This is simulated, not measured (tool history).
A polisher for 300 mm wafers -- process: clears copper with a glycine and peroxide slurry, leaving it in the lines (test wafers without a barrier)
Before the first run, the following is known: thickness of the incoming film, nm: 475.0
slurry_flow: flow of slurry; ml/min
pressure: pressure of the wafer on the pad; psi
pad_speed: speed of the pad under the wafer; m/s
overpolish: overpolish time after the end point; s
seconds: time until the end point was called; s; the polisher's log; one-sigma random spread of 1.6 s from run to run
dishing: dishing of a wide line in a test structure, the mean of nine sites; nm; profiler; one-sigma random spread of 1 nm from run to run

run	day	slurry_flow	pressure	pad_speed	overpolish	seconds	dishing
1	0.000	295	2.5	0.92	8	88.999	33.077
2	0.250	295	2.5	1.14	8	74.956	37.582
3	0.404	325	2.5	1.14	8	74.636	37.428
4	0.571	325	2.5	1.30	8	65.416	43.343
5	0.892	325	2.2	1.30	9	73.773	43.077
6	0.983	325	2.2	1.30	7	74.726	33.917

Expected results for the next run?
7	1.183	325	2.1	1.30	8	?	?

{"run 7": {"seconds": 74.452, "dishing": 36.716}}

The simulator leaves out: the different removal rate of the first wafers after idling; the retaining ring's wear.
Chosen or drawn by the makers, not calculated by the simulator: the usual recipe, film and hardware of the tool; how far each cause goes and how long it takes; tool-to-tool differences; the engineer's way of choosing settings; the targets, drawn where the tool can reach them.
